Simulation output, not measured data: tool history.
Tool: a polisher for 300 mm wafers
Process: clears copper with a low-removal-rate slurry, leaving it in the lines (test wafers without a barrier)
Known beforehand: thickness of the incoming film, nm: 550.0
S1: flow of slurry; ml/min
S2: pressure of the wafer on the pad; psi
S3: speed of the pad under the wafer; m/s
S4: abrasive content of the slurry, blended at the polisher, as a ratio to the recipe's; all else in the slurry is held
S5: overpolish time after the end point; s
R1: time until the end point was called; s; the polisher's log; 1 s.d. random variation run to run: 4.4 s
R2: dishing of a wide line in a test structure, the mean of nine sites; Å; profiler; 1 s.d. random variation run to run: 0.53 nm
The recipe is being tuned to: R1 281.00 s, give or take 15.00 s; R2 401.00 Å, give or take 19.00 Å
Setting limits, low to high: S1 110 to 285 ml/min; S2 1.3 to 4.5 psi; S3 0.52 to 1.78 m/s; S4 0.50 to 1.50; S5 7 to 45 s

| run | day | S1 | S2 | S3 | S4 | S5 | R1 | R2 |
|---|---|---|---|---|---|---|---|---|
| 1 | 0.000 | 180 | 2.9 | 1.14 | 1.00 | 23 | 188.95 | 430.46 |
| 2 | 0.317 | 180 | 2.9 | 0.90 | 1.00 | 23 | 221.93 | 380.41 |
| 3 | 0.442 | 180 | 2.8 | 0.90 | 1.00 | 24 | 235.14 | 387.73 |
| 4 | 0.804 | 180 | 2.7 | 0.90 | 1.00 | 25 | 240.72 | 384.60 |
| 5 | 0.862 | 180 | 2.7 | 0.90 | 1.10 | 25 | 232.41 | 386.74 |
| 6 | 1.108 | 180 | 2.7 | 0.90 | 1.30 | 25 | 233.04 | 400.77 |
| 7 | 1.467 | 170 | 2.1 | 0.88 | 1.30 | 30 | 302.35 | 360.16 |
| 8 | 1.621 | 175 | 2.1 | 0.88 | 1.30 | 30 | 300.29 | 367.53 |
| 9 | 1.842 | 180 | 2.1 | 0.88 | 1.30 | 30 | 291.58 | 360.52 |

Below are 5 possible settings for the next run. Only one of them brings all results inside the allowed miss of their targets. Which is it?
| A | 2.062 | 110 | 2.5 | 0.74 | 1.25 | 41 | ? | ? |
| B | 2.062 | 160 | 2.0 | 0.88 | 1.40 | 37 | ? | ? |
| C | 2.062 | 160 | 2.0 | 1.06 | 1.30 | 35 | ? | ? |
| D | 2.062 | 180 | 2.1 | 0.92 | 1.50 | 37 | ? | ? |
| E | 2.062 | 240 | 1.9 | 1.08 | 1.00 | 32 | ? | ? |

| move | R1 | R2 |
|---|---|---|
| A | 311.47 | 456.28 |
| B | 312.47 | 415.91 |
| C | 278.17 | 434.94 |
| D | 280.63 | 451.52 |
| E | 282.98 | 400.45 |
A: takes the biggest miss from the last run beyond its target
B: the worst result of the last run now meets its target, but another is out of spec
C: takes the biggest miss from the last run beyond its target
D: takes the biggest miss from the last run beyond its target
E: every result lands within tolerance
So the answer is move E, the one that meets all the targets.

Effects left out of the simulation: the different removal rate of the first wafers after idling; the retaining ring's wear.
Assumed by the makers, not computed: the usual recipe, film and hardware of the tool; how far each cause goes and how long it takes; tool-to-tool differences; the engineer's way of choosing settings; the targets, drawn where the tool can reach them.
